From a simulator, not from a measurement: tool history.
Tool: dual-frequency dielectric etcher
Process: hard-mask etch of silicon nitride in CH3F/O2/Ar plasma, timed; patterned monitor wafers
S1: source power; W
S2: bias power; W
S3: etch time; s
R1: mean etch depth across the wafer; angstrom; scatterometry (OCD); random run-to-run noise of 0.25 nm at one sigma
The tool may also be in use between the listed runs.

| run | day | S1 | S2 | S3 | R1 |
|---|---|---|---|---|---|
| 1 | 0.000 | 460 | 90 | 96.5 | 752.83 |
| 2 | 0.212 | 440 | 88 | 96.0 | 726.14 |
| 3 | 0.517 | 420 | 87 | 96.0 | 719.34 |
| 4 | 0.588 | 420 | 87 | 96.5 | 717.02 |
|  | 0.700 | source power generator calibrated |
| 5 | 0.700 | 420 | 103 | 96.5 | 749.13 |
| 6 | 0.942 | 400 | 101 | 96.0 | 720.11 |
| 7 | 1.308 | 390 | 100 | 96.0 | 713.87 |
| 8 | 1.542 | 380 | 99 | 96.0 | 697.64 |
| 9 | 1.758 | 370 | 99 | 96.0 | 690.87 |

Predict the results of run 10:
| 10 | 2.088 | 360 | 99 | 96.0 | ? |

Run 10 measured R1 689.54 angstrom.
